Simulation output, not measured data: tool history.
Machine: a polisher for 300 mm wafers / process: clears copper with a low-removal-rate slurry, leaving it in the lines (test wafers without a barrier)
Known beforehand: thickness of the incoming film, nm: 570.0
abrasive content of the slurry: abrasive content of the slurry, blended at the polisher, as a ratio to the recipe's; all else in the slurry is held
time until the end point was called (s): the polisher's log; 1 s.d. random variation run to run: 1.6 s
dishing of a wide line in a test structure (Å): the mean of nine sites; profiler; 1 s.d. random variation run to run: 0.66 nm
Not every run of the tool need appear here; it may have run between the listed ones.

run,hour,flow of slurry (ml/min),pressure of the wafer on the pad (psi),speed of the pad under the wafer (cm/s),abrasive content of the slurry,overpolish time after the end point (s),time until the end point was called (s),dishing of a wide line in a test structure (Å)
1,0.0,175,3.8,98,1.0,27,148.80,497.56
2,2.8,175,3.6,98,1.0,22,158.55,413.63
3,10.5,175,3.5,98,1.0,19,161.22,372.38
4,17.5,175,3.5,98,1.0,28,160.06,464.85
5,24.0,175,3.4,98,1.0,24,165.39,405.24
6,25.0,175,3.4,114,1.0,24,143.65,463.61
7,30.6,175,3.4,114,1.0,24,143.15,482.21
8,35.8,175,3.2,114,1.0,20,153.27,383.49
9,37.8,175,3.0,114,1.0,19,162.75,379.00
10,44.1,160,2.7,106,1.0,8,199.59,150.73
11,49.2,175,2.7,106,1.0,9,193.86,175.52
12,57.3,185,2.7,106,1.0,11,193.35,210.14
13,61.8,195,2.7,106,1.0,11,188.47,205.04
14,62.9,200,2.7,106,1.0,12,191.07,232.20
15,66.4,205,2.7,106,1.0,12,188.33,223.99
16,73.5,200,2.8,106,1.0,20,183.47,330.40
# hour 74.9: head pressure recalibrated
17,74.9,195,2.8,106,1.0,19,207.57,304.60
18,79.0,190,2.8,106,1.0,18,206.87,294.57
19,81.6,190,2.8,106,1.0,17,205.20,282.44
20,86.2,215,3.1,106,1.0,11,184.93,219.67
21,93.8,220,3.1,106,1.0,12,183.59,237.13

Run 22 comes next. What will it give?
22,98.9,220,3.1,106,1.0,12,?,?

Logged for run 22: time until the end point was called (s) 186.74, dishing of a wide line in a test structure (Å) 241.80.
